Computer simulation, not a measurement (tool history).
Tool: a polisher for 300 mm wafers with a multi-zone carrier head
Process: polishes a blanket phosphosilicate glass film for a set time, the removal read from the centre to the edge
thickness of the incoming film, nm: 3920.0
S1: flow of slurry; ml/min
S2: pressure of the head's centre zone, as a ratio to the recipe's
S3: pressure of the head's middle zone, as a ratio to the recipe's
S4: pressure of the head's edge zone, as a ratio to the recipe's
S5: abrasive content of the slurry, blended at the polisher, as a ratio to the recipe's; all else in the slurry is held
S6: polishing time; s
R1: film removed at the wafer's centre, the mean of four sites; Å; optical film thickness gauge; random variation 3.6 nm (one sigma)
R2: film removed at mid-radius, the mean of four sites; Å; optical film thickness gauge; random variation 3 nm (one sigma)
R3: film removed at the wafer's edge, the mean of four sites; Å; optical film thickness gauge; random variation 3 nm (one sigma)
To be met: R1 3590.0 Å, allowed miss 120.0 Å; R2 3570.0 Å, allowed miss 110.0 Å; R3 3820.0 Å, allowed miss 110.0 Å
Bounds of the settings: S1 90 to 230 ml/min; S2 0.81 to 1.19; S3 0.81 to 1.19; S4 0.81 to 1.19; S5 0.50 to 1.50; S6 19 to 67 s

run    day   S1    S2    S3    S4    S5  S6      R1      R2      R3
  1  0.000  150  1.00  1.00  1.00  1.00  43  3100.5  3056.4  3114.6
  2  0.083  150  1.00  1.00  1.03  1.00  43  3103.4  3090.8  3170.7
  3  0.254  150  1.00  1.00  1.03  1.00  37  2660.9  2688.3  2674.5
  4  0.342  155  1.00  0.99  1.07  1.15  38  2925.9  2865.0  2988.0
  5  0.525  160  1.00  1.00  1.10  1.25  39  3125.9  3125.8  3220.4
  6  0.842  160  1.00  0.93  1.10  1.25  39  3099.9  2909.3  3215.3
  7  1.029  165  1.00  0.95  1.12  1.35  39  3207.6  3078.6  3300.6
  8  1.162  165  1.00  0.96  1.14  1.40  40  3324.8  3156.8  3496.2
  9  1.225  175  1.00  0.98  1.15  1.45  40  3434.9  3363.0  3570.3
 10  1.433  180  1.00  0.98  1.16  1.45  40  3461.9  3336.7  3654.9
 11  1.521  210  0.99  1.03  1.17  1.45  40  3465.5  3560.5  3683.1

4 next moves are on the table. One of them brings every result within its allowed miss. Which?
  A  1.608  180  1.00  1.01  1.19  1.45  42   ?   ?   ?
  B  1.608  215  0.95  1.07  1.11  1.50  38   ?   ?   ?
  C  1.608  230  1.05  1.01  1.18  1.10  45   ?   ?   ?
  D  1.608  190  0.96  1.04  1.17  1.40  41   ?   ?   ?

move      R1      R2      R3
   A  3660.0  3668.9  3849.1
   B  3280.9  3625.1  3491.2
   C  3891.6  3696.9  3830.3
   D  3423.5  3661.8  3710.3
A: meets every target
B: further off than the last run
C: brings the result that was furthest off to its target, and leaves another outside
D: brings the result that was furthest off to its target, and leaves another outside
The right move is A.

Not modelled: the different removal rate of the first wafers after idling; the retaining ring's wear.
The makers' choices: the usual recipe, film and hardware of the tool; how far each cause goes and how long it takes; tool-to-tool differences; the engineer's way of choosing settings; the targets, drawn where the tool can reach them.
